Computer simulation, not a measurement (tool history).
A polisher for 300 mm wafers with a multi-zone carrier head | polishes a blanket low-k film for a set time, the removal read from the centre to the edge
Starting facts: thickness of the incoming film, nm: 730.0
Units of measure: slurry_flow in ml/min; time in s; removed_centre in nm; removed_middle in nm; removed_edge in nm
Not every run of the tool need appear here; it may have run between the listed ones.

{"run": 1, "hour": 0.0, "slurry_flow": 190, "centre_zone": 1, "middle_zone": 1, "edge_zone": 1, "slurry_solids": 1, "time": 68, "removed_centre": 21.946, "removed_middle": 20.942, "removed_edge": 22.573}
{"run": 2, "hour": 3.6, "slurry_flow": 190, "centre_zone": 1, "middle_zone": 1, "edge_zone": 1, "slurry_solids": 1, "time": 56, "removed_centre": 17.817, "removed_middle": 17.358, "removed_edge": 18.753}
{"run": 3, "hour": 10.9, "slurry_flow": 190, "centre_zone": 1, "middle_zone": 1, "edge_zone": 1, "slurry_solids": 1, "time": 64, "removed_centre": 20.305, "removed_middle": 20.177, "removed_edge": 21.19}
{"run": 4, "hour": 15.8, "slurry_flow": 190, "centre_zone": 1, "middle_zone": 1, "edge_zone": 1, "slurry_solids": 1, "time": 57, "removed_centre": 18.132, "removed_middle": 17.762, "removed_edge": 19.082}
{"run": 5, "hour": 21.4, "slurry_flow": 190, "centre_zone": 1.03, "middle_zone": 1, "edge_zone": 1, "slurry_solids": 1, "time": 57, "removed_centre": 18.926, "removed_middle": 18.086, "removed_edge": 19.166}
{"run": 6, "hour": 22.1, "slurry_flow": 180, "centre_zone": 0.98, "middle_zone": 1.01, "edge_zone": 0.95, "slurry_solids": 0.85, "time": 49, "removed_centre": 13.342, "removed_middle": 13.582, "removed_edge": 14.019}
{"run": 7, "hour": 31.1, "slurry_flow": 135, "centre_zone": 0.88, "middle_zone": 0.99, "edge_zone": 0.85, "slurry_solids": 0.6, "time": 48, "removed_centre": 7.5509, "removed_middle": 8.2947, "removed_edge": 8.6626}
{"run": 8, "hour": 38.5, "slurry_flow": 140, "centre_zone": 0.88, "middle_zone": 1, "edge_zone": 0.86, "slurry_solids": 0.6, "time": 48, "removed_centre": 7.6387, "removed_middle": 8.6301, "removed_edge": 8.6055}
{"run": 9, "hour": 47.4, "slurry_flow": 140, "centre_zone": 0.88, "middle_zone": 1, "edge_zone": 0.88, "slurry_solids": 0.6, "time": 48, "removed_centre": 7.6438, "removed_middle": 8.3879, "removed_edge": 8.6521}
{"run": 10, "hour": 53.3, "slurry_flow": 160, "centre_zone": 0.85, "middle_zone": 1.06, "edge_zone": 0.91, "slurry_solids": 0.65, "time": 48, "removed_centre": 8.4343, "removed_middle": 10.208, "removed_edge": 9.9999}
{"run": 11, "hour": 55.0, "slurry_flow": 150, "centre_zone": 0.85, "middle_zone": 1.05, "edge_zone": 0.9, "slurry_solids": 0.65, "time": 48, "removed_centre": 8.4187, "removed_middle": 10.039, "removed_edge": 9.8872}
{"run": 12, "hour": 59.2, "slurry_flow": 130, "centre_zone": 0.82, "middle_zone": 0.99, "edge_zone": 0.82, "slurry_solids": 0.55, "time": 48, "removed_centre": 6.0371, "removed_middle": 7.1044, "removed_edge": 7.3773}
{"run": 13, "hour": 63.6, "slurry_flow": 165, "centre_zone": 0.82, "middle_zone": 0.99, "edge_zone": 0.83, "slurry_solids": 0.55, "time": 48, "removed_centre": 6.3876, "removed_middle": 7.5377, "removed_edge": 7.4468}
{"run": 14, "hour": 64.1, "slurry_flow": 150, "centre_zone": 0.84, "middle_zone": 1.01, "edge_zone": 0.85, "slurry_solids": 0.55, "time": 48, "removed_centre": 6.4101, "removed_middle": 7.5217, "removed_edge": 7.445}
{"run": 15, "hour": 71.9, "slurry_flow": 140, "centre_zone": 0.85, "middle_zone": 1.03, "edge_zone": 0.88, "slurry_solids": 0.55, "time": 48, "removed_centre": 6.3966, "removed_middle": 7.373, "removed_edge": 7.5407}
{"run": 16, "hour": 72.9, "slurry_flow": 160, "centre_zone": 0.85, "middle_zone": 1.04, "edge_zone": 0.91, "slurry_solids": 0.55, "time": 48, "removed_centre": 6.5704, "removed_middle": 7.884, "removed_edge": 7.8804}
{"run": 17, "hour": 75.8, "slurry_flow": 155, "centre_zone": 0.87, "middle_zone": 1.06, "edge_zone": 0.93, "slurry_solids": 0.55, "time": 48, "removed_centre": 6.6797, "removed_middle": 7.9043, "removed_edge": 7.7154}
{"run": 18, "hour": 80.6, "slurry_flow": 150, "centre_zone": 0.87, "middle_zone": 1.06, "edge_zone": 0.93, "slurry_solids": 0.55, "time": 48, "removed_centre": 6.6797, "removed_middle": 7.9186, "removed_edge": 7.8092}
{"run": 19, "hour": 84.1, "slurry_flow": 140, "centre_zone": 0.88, "middle_zone": 1.07, "edge_zone": 0.94, "slurry_solids": 0.55, "time": 48, "removed_centre": 6.645, "removed_middle": 7.7339, "removed_edge": 7.7}
{"run": 20, "hour": 89.3, "slurry_flow": 160, "centre_zone": 0.88, "middle_zone": 1.05, "edge_zone": 0.94, "slurry_solids": 0.55, "time": 48, "removed_centre": 6.7862, "removed_middle": 7.8823, "removed_edge": 7.9396}

Run 21 is up next; what results do you expect?
{"hour": 95.2, "done": "slurry nozzle cleaned"}
{"run": 21, "hour": 95.2, "slurry_flow": 175, "centre_zone": 0.89, "middle_zone": 1.05, "edge_zone": 0.96, "slurry_solids": 0.55, "time": 48, "removed_centre": "?", "removed_middle": "?", "removed_edge": "?"}

removed_centre: 7.5513 nm
removed_middle: 8.3709 nm
removed_edge: 8.4964 nm
